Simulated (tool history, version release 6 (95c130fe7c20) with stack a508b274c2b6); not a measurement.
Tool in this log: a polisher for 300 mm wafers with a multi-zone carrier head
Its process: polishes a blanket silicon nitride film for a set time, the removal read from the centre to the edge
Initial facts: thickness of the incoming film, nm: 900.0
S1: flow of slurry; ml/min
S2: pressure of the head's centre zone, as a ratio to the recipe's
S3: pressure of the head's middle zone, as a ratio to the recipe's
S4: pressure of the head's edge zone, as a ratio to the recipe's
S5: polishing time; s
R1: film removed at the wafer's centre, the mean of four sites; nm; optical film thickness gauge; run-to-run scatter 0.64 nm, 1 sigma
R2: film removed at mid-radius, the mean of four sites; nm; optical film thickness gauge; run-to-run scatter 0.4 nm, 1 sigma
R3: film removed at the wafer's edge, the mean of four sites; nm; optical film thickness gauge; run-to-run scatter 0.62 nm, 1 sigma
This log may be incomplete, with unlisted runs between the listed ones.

| run | day | S1 | S2 | S3 | S4 | S5 | R1 | R2 | R3 |
|---|---|---|---|---|---|---|---|---|---|
| 1 | 0 | 135 | 1 | 1 | 1 | 39 | 50.6 | 50.992 | 51.391 |
| 2 | 0.146 | 120 | 1 | 1 | 1 | 39 | 49.193 | 50.812 | 51.183 |
| 3 | 0.371 | 120 | 1 | 1 | 1 | 32 | 40.624 | 40.912 | 41.224 |
| 4 | 0.5 | 135 | 1 | 1 | 1 | 32 | 41.91 | 42.074 | 41.952 |
| 5 | 0.521 | 135 | 0.93 | 1 | 1 | 32 | 38.114 | 42.007 | 41.82 |
| 6 | 0.65 | 145 | 0.99 | 1.03 | 1.03 | 34 | 45.235 | 46.501 | 46.199 |

Forecast run 7:
| 7 | 0.975 | 155 | 1.03 | 1.07 | 1.06 | 35 | ? | ? | ? |

R1: 49.062 nm
R2: 49.978 nm
R3: 47.626 nm
